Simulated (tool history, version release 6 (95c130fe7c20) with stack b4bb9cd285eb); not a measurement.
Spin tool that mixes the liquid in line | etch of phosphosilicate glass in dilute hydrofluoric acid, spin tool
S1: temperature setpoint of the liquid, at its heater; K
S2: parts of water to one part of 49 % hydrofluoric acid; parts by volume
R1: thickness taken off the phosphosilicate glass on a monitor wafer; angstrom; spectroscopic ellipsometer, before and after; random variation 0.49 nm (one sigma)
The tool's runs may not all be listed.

run 1 hour=0 | S1=298.15 S2=125 time_under_the_liquid_(s)=55 | R1=289.89
run 2 hour=6.9 | S1=298.15 S2=105 time_under_the_liquid_(s)=55 | R1=348.89
run 3 hour=14.4 | S1=299.15 S2=100 time_under_the_liquid_(s)=55 | R1=383.46
run 4 hour=15.2 | S1=297.65 S2=100 time_under_the_liquid_(s)=55 | R1=369.32
run 5 hour=18.2 | S1=298.65 S2=95 time_under_the_liquid_(s)=55 | R1=398.4
run 6 hour=20.9 | S1=300.65 S2=95 time_under_the_liquid_(s)=55 | R1=431.46
run 7 hour=25.1 | S1=301.15 S2=95 time_under_the_liquid_(s)=55 | R1=437.18

Run 8 comes next. What will it give?
run 8 hour=26.2 | S1=305.15 S2=80 time_under_the_liquid_(s)=55 | R1=?

{"run 8": {"R1": 626.31}}

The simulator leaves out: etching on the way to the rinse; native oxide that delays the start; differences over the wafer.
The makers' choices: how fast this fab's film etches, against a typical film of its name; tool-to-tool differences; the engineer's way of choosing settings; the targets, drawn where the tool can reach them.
